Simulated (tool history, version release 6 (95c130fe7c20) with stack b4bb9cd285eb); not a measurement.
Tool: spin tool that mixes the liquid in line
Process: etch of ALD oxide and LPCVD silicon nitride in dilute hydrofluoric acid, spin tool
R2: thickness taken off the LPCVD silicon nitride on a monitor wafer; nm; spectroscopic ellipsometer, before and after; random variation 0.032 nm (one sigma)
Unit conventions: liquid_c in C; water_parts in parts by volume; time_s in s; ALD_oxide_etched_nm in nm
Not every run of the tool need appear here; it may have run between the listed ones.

{"run": 1, "hour": 0.0, "liquid_c": 22, "water_parts": 70, "time_s": 65, "ALD_oxide_etched_nm": 8.0376, "R2": 0.42551}
{"run": 2, "hour": 6.7, "liquid_c": 19, "water_parts": 70, "time_s": 65, "ALD_oxide_etched_nm": 7.0172, "R2": 0.34214}
{"run": 3, "hour": 13.7, "liquid_c": 21, "water_parts": 70, "time_s": 65, "ALD_oxide_etched_nm": 7.6762, "R2": 0.37434}
{"run": 4, "hour": 19.4, "liquid_c": 21, "water_parts": 50, "time_s": 65, "ALD_oxide_etched_nm": 10.908, "R2": 0.59432}
{"run": 5, "hour": 20.5, "liquid_c": 21, "water_parts": 35, "time_s": 65, "ALD_oxide_etched_nm": 16.032, "R2": 0.86443}
{"run": 6, "hour": 28.5, "liquid_c": 20, "water_parts": 45, "time_s": 65, "ALD_oxide_etched_nm": 11.747, "R2": 0.5591}
{"run": 7, "hour": 30.2, "liquid_c": 19.5, "water_parts": 55, "time_s": 65, "ALD_oxide_etched_nm": 9.2823, "R2": 0.46869}

Run 8, settings as shown, results not yet in. Your forecast:
{"run": 8, "hour": 35.3, "liquid_c": 18.5, "water_parts": 60, "time_s": 65, "ALD_oxide_etched_nm": "?", "R2": "?"}

ALD_oxide_etched_nm: 8.1639 nm
R2: 0.3825 nm
